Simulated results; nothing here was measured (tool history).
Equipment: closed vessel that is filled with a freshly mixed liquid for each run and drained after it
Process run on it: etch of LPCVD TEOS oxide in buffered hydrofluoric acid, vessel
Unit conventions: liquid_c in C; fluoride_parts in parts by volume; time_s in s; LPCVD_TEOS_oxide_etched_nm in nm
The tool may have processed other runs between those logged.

| run | hour | liquid_c | fluoride_parts | time_s | LPCVD_TEOS_oxide_etched_nm |
|---|---|---|---|---|---|
| 1 | 0.0 | 23.0 | 12.5 | 100 | 259.66 |
| 2 | 1.3 | 25.5 | 11.5 | 100 | 322.91 |
| 3 | 9.9 | 25.5 | 13.0 | 100 | 284.67 |
| 4 | 15.9 | 27.0 | 12.0 | 100 | 336.00 |
| 5 | 24.4 | 28.0 | 11.5 | 100 | 368.51 |
| 6 | 30.5 | 29.5 | 11.5 | 100 | 400.61 |
| 7 | 39.4 | 30.0 | 11.0 | 100 | 428.43 |

Estimate the outcome of run 8 from the log above:
| 8 | 41.3 | 30.5 | 10.5 | 100 | ? |

LPCVD_TEOS_oxide_etched_nm: 460.48 nm
